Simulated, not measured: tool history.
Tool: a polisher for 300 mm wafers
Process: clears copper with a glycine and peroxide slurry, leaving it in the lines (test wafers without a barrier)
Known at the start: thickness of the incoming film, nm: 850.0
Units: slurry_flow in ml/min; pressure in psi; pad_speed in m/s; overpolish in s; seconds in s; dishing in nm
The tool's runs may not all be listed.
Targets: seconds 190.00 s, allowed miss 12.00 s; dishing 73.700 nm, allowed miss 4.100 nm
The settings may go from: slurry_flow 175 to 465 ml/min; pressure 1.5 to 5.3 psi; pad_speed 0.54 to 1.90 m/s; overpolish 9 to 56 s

{"run": 1, "day": 0.0, "slurry_flow": 295, "pressure": 3.4, "pad_speed": 1.22, "overpolish": 29, "seconds": 127.04, "dishing": 104.44}
{"run": 2, "day": 0.308, "slurry_flow": 295, "pressure": 3.3, "pad_speed": 1.22, "overpolish": 29, "seconds": 130.4, "dishing": 104.65}
{"run": 3, "day": 0.442, "slurry_flow": 295, "pressure": 3.2, "pad_speed": 1.22, "overpolish": 28, "seconds": 133.79, "dishing": 94.606}
{"run": 4, "day": 0.771, "slurry_flow": 295, "pressure": 3.1, "pad_speed": 1.2, "overpolish": 28, "seconds": 140.42, "dishing": 92.139}
{"run": 5, "day": 0.975, "slurry_flow": 295, "pressure": 3.1, "pad_speed": 1.2, "overpolish": 40, "seconds": 144.52, "dishing": 114.52}
{"run": 6, "day": 1.017, "slurry_flow": 295, "pressure": 3.1, "pad_speed": 1.2, "overpolish": 45, "seconds": 139.19, "dishing": 126.65}
{"run": 7, "day": 1.221, "slurry_flow": 295, "pressure": 3.0, "pad_speed": 1.2, "overpolish": 44, "seconds": 146.04, "dishing": 122.53}
{"run": 8, "day": 1.246, "slurry_flow": 295, "pressure": 2.0, "pad_speed": 1.2, "overpolish": 30, "seconds": 205.46, "dishing": 74.015}

Which of these 5 next moves meets every target?
{"run": "A", "day": 1.271, "slurry_flow": 355, "pressure": 1.8, "pad_speed": 1.66, "overpolish": 31, "seconds": "?", "dishing": "?"}
{"run": "B", "day": 1.271, "slurry_flow": 295, "pressure": 2.6, "pad_speed": 1.02, "overpolish": 32, "seconds": "?", "dishing": "?"}
{"run": "C", "day": 1.271, "slurry_flow": 255, "pressure": 1.7, "pad_speed": 1.26, "overpolish": 42, "seconds": "?", "dishing": "?"}
{"run": "D", "day": 1.271, "slurry_flow": 250, "pressure": 2.8, "pad_speed": 0.98, "overpolish": 25, "seconds": "?", "dishing": "?"}
{"run": "E", "day": 1.271, "slurry_flow": 250, "pressure": 2.7, "pad_speed": 1.24, "overpolish": 28, "seconds": "?", "dishing": "?"}

move=A seconds=167.50 dishing=84.548
move=B seconds=187.97 dishing=85.741
move=C seconds=226.63 dishing=85.247
move=D seconds=186.18 dishing=72.836
move=E seconds=157.64 dishing=87.900
A: takes the result that was furthest off past its target
B: brings the result that was furthest off to its target, and leaves another outside
C: further off than the last run
D: meets every target
E: takes the result that was furthest off past its target
The right move is D.

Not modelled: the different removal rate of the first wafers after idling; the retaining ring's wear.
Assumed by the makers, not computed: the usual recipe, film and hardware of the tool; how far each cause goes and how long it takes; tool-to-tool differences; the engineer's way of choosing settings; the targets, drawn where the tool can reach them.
